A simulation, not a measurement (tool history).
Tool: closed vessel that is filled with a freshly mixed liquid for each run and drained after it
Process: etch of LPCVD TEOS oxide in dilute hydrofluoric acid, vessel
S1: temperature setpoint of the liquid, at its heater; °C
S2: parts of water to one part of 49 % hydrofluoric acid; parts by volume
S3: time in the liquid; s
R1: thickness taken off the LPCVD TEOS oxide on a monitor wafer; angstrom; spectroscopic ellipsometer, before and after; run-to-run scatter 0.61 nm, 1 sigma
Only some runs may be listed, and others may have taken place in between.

{"run": 1, "hour": 0.0, "S1": 21, "S2": 150, "S3": 100, "R1": 316.1}
{"run": 2, "hour": 5.9, "S1": 21, "S2": 150, "S3": 100, "R1": 316.45}
{"run": 3, "hour": 9.6, "S1": 23, "S2": 135, "S3": 100, "R1": 382.22}
{"run": 4, "hour": 13.5, "S1": 24.5, "S2": 120, "S3": 100, "R1": 468.27}
{"run": 5, "hour": 19.9, "S1": 24.5, "S2": 120, "S3": 100, "R1": 460.59}
{"run": 6, "hour": 23.3, "S1": 25.5, "S2": 115, "S3": 100, "R1": 511.52}
{"run": 7, "hour": 25.4, "S1": 26.5, "S2": 110, "S3": 100, "R1": 568.18}
{"run": 8, "hour": 27.9, "S1": 26.5, "S2": 110, "S3": 100, "R1": 555.34}

Run 9 comes next. What will it give?
{"run": 9, "hour": 31.6, "S1": 27, "S2": 105, "S3": 100, "R1": "?"}

R1: 608.01 angstrom
